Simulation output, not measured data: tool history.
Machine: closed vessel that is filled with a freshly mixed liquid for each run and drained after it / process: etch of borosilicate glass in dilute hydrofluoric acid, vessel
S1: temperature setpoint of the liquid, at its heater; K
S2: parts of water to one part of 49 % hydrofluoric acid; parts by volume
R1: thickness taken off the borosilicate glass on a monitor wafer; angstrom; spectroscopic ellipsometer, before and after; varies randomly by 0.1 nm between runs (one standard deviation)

run 1 day=0 | S1=296.15 S2=65 time_in_the_liquid_(s)=35 | R1=191.38
run 2 day=0.108 | S1=296.15 S2=65 time_in_the_liquid_(s)=30 | R1=161.92
run 3 day=0.212 | S1=296.15 S2=65 time_in_the_liquid_(s)=35 | R1=186.35
run 4 day=0.3 | S1=294.65 S2=70 time_in_the_liquid_(s)=35 | R1=165.87
run 5 day=0.429 | S1=293.65 S2=80 time_in_the_liquid_(s)=35 | R1=139.47
run 6 day=0.617 | S1=293.65 S2=80 time_in_the_liquid_(s)=30 | R1=116.73
run 7 day=0.7 | S1=292.65 S2=80 time_in_the_liquid_(s)=30 | R1=110.18
run 8 day=0.788 | S1=292.15 S2=80 time_in_the_liquid_(s)=30 | R1=112.29

Estimate the outcome of run 9 from the log above:
run 9 day=1.079 | S1=291.65 S2=80 time_in_the_liquid_(s)=30 | R1=?

R1: 107.98 angstrom
